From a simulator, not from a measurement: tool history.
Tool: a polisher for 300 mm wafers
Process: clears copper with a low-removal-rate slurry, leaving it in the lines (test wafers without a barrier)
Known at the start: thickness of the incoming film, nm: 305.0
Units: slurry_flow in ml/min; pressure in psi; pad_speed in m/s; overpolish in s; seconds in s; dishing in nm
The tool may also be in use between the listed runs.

Run 1, day 0.000: slurry_flow 265 ml/min, pressure 2.0 psi, pad_speed 1.10 m/s, slurry_solids 1.00, overpolish 24 s. Result: seconds 138.610 s, dishing 30.936 nm.
Run 2, day 0.354: slurry_flow 265 ml/min, pressure 2.2 psi, pad_speed 1.10 m/s, slurry_solids 1.00, overpolish 24 s. Result: seconds 124.110 s, dishing 32.946 nm.
Run 3, day 0.500: slurry_flow 265 ml/min, pressure 2.2 psi, pad_speed 1.28 m/s, slurry_solids 1.00, overpolish 24 s. Result: seconds 107.520 s, dishing 36.615 nm.
Run 4, day 0.612: slurry_flow 265 ml/min, pressure 2.2 psi, pad_speed 1.28 m/s, slurry_solids 1.15, overpolish 24 s. Result: seconds 102.990 s, dishing 36.997 nm.
Run 5, day 0.696: slurry_flow 265 ml/min, pressure 2.2 psi, pad_speed 1.28 m/s, slurry_solids 1.15, overpolish 32 s. Result: seconds 102.660 s, dishing 43.893 nm.
Run 6, day 0.733: slurry_flow 265 ml/min, pressure 2.4 psi, pad_speed 1.28 m/s, slurry_solids 1.15, overpolish 32 s. Result: seconds 97.178 s, dishing 46.143 nm.
Run 7, day 1.092: slurry_flow 265 ml/min, pressure 2.2 psi, pad_speed 1.24 m/s, slurry_solids 1.15, overpolish 31 s. Result: seconds 105.450 s, dishing 43.107 nm.
Run 8, day 1.167: slurry_flow 265 ml/min, pressure 2.0 psi, pad_speed 1.20 m/s, slurry_solids 1.15, overpolish 30 s. Result: seconds 121.290 s, dishing 38.809 nm.
Run 9, day 1.542: slurry_flow 265 ml/min, pressure 1.9 psi, pad_speed 1.18 m/s, slurry_solids 1.15, overpolish 29 s. Result: seconds 128.400 s, dishing 34.894 nm.
Run 10, day 1.692: slurry_flow 265 ml/min, pressure 1.8 psi, pad_speed 1.18 m/s, slurry_solids 1.15, overpolish 29 s. Result: seconds 137.050 s, dishing 33.691 nm.
Run 11, day 1.808: slurry_flow 265 ml/min, pressure 1.8 psi, pad_speed 1.18 m/s, slurry_solids 1.15, overpolish 29 s. Result: seconds 139.540 s, dishing 34.027 nm.
Run 12, day 1.896: slurry_flow 265 ml/min, pressure 1.7 psi, pad_speed 1.18 m/s, slurry_solids 1.15, overpolish 28 s. Result: seconds 145.340 s, dishing 31.051 nm.
Run 13, day 1.950: slurry_flow 265 ml/min, pressure 1.6 psi, pad_speed 1.18 m/s, slurry_solids 1.15, overpolish 28 s. Result: seconds 156.830 s, dishing 30.589 nm.
Run 14, day 2.021: slurry_flow 265 ml/min, pressure 1.5 psi, pad_speed 1.18 m/s, slurry_solids 1.15, overpolish 28 s. Result: seconds 162.640 s, dishing 28.679 nm.
Run 15, day 2.312: slurry_flow 260 ml/min, pressure 1.0 psi, pad_speed 1.16 m/s, slurry_solids 1.15, overpolish 29 s. Result: seconds 245.340 s, dishing 21.113 nm.
Run 16, day 2.442: slurry_flow 270 ml/min, pressure 1.0 psi, pad_speed 1.16 m/s, slurry_solids 1.15, overpolish 29 s. Result: seconds 236.160 s, dishing 20.900 nm.
Run 17, day 2.571: slurry_flow 275 ml/min, pressure 1.0 psi, pad_speed 1.16 m/s, slurry_solids 1.15, overpolish 29 s. Result: seconds 246.740 s, dishing 21.074 nm.

Run 18 comes next. What will it give?
Run 18, day 2.846: slurry_flow 270 ml/min, pressure 1.0 psi, pad_speed 1.16 m/s, slurry_solids 1.15, overpolish 29 s. Result: seconds ?, dishing ?.

{"run 18": {"seconds": 241.41, "dishing": 21.089}}

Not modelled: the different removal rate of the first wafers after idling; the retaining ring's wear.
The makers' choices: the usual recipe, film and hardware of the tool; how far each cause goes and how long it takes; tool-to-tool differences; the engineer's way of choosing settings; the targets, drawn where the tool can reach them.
